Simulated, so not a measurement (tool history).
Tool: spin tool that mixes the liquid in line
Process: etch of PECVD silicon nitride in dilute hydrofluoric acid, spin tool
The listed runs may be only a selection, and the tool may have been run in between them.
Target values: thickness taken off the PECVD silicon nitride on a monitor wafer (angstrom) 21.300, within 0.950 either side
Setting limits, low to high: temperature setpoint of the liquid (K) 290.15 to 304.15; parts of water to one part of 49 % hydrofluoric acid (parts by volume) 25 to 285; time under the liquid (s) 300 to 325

run  hour  temperature setpoint of the liquid (K)  parts of water to one part of 49 % hydrofluoric acid (parts by volume)  time under the liquid (s)  thickness taken off the PECVD silicon nitride on a monitor wafer (angstrom)
  1   0.0                                  296.15                                                                     155                        300                                                                       39.097
  2   7.4                                  296.15                                                                     210                        300                                                                       29.144
  3  15.3                                  295.15                                                                     210                        300                                                                       27.350
  4  21.9                                  296.65                                                                     210                        300                                                                       29.236
  5  22.5                                  296.65                                                                     210                        325                                                                       32.043
  6  24.7                                  296.65                                                                     255                        325                                                                       26.425
  7  29.3                                  295.65                                                                     255                        325                                                                       24.868
  8  30.5                                  295.15                                                                     255                        325                                                                       24.024
  9  34.6                                  294.65                                                                     255                        325                                                                       23.518
 10  36.3                                  294.15                                                                     255                        325                                                                       22.579
 11  45.0                                  294.15                                                                     255                        325                                                                       22.838

Pick the move, out of 5, that brings all results within their allowed miss; only one does.
  A  53.7                                  294.65                                                                     275                        315                                                                            ?
  B  53.7                                  291.65                                                                     215                        325                                                                            ?
  C  53.7                                  293.65                                                                     230                        325                                                                            ?
  D  53.7                                  291.65                                                                     250                        310                                                                            ?
  E  53.7                                  290.65                                                                     235                        325                                                                            ?

move  thickness taken off the PECVD silicon nitride on a monitor wafer (angstrom)
   A                                                                       21.334
   B                                                                       23.015
   C                                                                       24.575
   D                                                                       18.987
   E                                                                       19.775
A: in spec on every target
B: misses by more than the last run did
C: misses by more than the last run did
D: carries the result that was furthest off beyond its target, to the other side
E: carries the result that was furthest off beyond its target, to the other side
The right move is A.
